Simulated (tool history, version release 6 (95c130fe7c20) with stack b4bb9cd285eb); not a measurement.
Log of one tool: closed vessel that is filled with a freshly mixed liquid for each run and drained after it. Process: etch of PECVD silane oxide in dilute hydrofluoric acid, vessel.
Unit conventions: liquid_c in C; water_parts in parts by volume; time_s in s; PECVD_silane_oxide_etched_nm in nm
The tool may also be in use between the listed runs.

Run 1, hour 0.0: liquid_c 21.0 C, water_parts 135 parts by volume, time_s 120 s. Result: PECVD_silane_oxide_etched_nm 27.033 nm.
Run 2, hour 3.5: liquid_c 19.0 C, water_parts 135 parts by volume, time_s 120 s. Result: PECVD_silane_oxide_etched_nm 24.689 nm.
Run 3, hour 11.3: liquid_c 19.0 C, water_parts 135 parts by volume, time_s 120 s. Result: PECVD_silane_oxide_etched_nm 24.625 nm.
Run 4, hour 14.5: liquid_c 18.5 C, water_parts 135 parts by volume, time_s 120 s. Result: PECVD_silane_oxide_etched_nm 24.425 nm.
Run 5, hour 22.9: liquid_c 18.0 C, water_parts 135 parts by volume, time_s 120 s. Result: PECVD_silane_oxide_etched_nm 23.519 nm.
Run 6, hour 29.6: liquid_c 18.0 C, water_parts 135 parts by volume, time_s 125 s. Result: PECVD_silane_oxide_etched_nm 24.675 nm.
At hour 34.0: hydrofluoric acid flow meter replaced.
Run 7, hour 34.0: liquid_c 17.5 C, water_parts 135 parts by volume, time_s 125 s. Result: PECVD_silane_oxide_etched_nm 26.647 nm.

For run 8, what comes out?
Run 8, hour 40.7: liquid_c 17.5 C, water_parts 140 parts by volume, time_s 125 s. Result: PECVD_silane_oxide_etched_nm ?.

PECVD_silane_oxide_etched_nm: 25.376 nm
